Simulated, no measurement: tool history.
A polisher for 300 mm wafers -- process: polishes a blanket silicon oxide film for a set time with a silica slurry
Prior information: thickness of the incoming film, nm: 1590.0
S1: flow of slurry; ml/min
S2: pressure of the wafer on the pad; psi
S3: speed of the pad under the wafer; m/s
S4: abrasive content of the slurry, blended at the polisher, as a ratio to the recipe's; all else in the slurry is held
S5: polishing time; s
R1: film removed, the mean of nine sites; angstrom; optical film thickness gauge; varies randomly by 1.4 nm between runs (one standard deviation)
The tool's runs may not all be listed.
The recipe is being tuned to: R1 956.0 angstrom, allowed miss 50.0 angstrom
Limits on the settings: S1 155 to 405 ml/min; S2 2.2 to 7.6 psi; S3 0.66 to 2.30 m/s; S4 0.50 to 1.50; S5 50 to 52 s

{"run": 1, "day": 0.0, "S1": 260, "S2": 4.9, "S3": 1.46, "S4": 1.0, "S5": 50, "R1": 2681.4}
{"run": 2, "day": 0.254, "S1": 260, "S2": 4.9, "S3": 1.46, "S4": 1.0, "S5": 52, "R1": 2754.0}
{"run": 3, "day": 0.521, "S1": 260, "S2": 4.0, "S3": 1.46, "S4": 1.0, "S5": 52, "R1": 2286.3}
{"run": 4, "day": 0.783, "S1": 260, "S2": 4.0, "S3": 1.6, "S4": 1.0, "S5": 52, "R1": 2426.0}
{"run": 5, "day": 0.854, "S1": 215, "S2": 4.0, "S3": 1.6, "S4": 1.0, "S5": 52, "R1": 2365.2}
{"run": 6, "day": 1.2, "S1": 215, "S2": 4.7, "S3": 1.6, "S4": 1.0, "S5": 52, "R1": 2787.7}
{"run": 7, "day": 1.508, "S1": 215, "S2": 4.0, "S3": 1.36, "S4": 0.95, "S5": 52, "R1": 2082.2}
{"run": 8, "day": 1.667, "S1": 215, "S2": 3.5, "S3": 1.18, "S4": 0.9, "S5": 52, "R1": 1589.8}
{"run": 9, "day": 1.858, "S1": 215, "S2": 3.2, "S3": 1.08, "S4": 0.9, "S5": 52, "R1": 1362.6}
{"run": 10, "day": 2.1, "S1": 215, "S2": 2.9, "S3": 1.04, "S4": 0.9, "S5": 52, "R1": 1216.6}

Below are 5 possible settings for the next run. Only one of them brings all results inside the allowed miss of their targets. Which is it?
{"run": "A", "day": 2.342, "S1": 250, "S2": 3.3, "S3": 1.58, "S4": 0.8, "S5": 52, "R1": "?"}
{"run": "B", "day": 2.342, "S1": 215, "S2": 3.5, "S3": 1.26, "S4": 1.0, "S5": 52, "R1": "?"}
{"run": "C", "day": 2.342, "S1": 230, "S2": 2.8, "S3": 1.32, "S4": 0.9, "S5": 52, "R1": "?"}
{"run": "D", "day": 2.342, "S1": 330, "S2": 3.1, "S3": 1.26, "S4": 0.8, "S5": 52, "R1": "?"}
{"run": "E", "day": 2.342, "S1": 285, "S2": 3.2, "S3": 0.66, "S4": 0.95, "S5": 50, "R1": "?"}

move=A R1=1757.7
move=B R1=1789.8
move=C R1=1415.8
move=D R1=1434.0
move=E R1=985.8
A: its largest miss is bigger than the last run's
B: its largest miss is bigger than the last run's
C: its largest miss is bigger than the last run's
D: its largest miss is bigger than the last run's
E: all results land within tolerance of their targets
The right move is E.
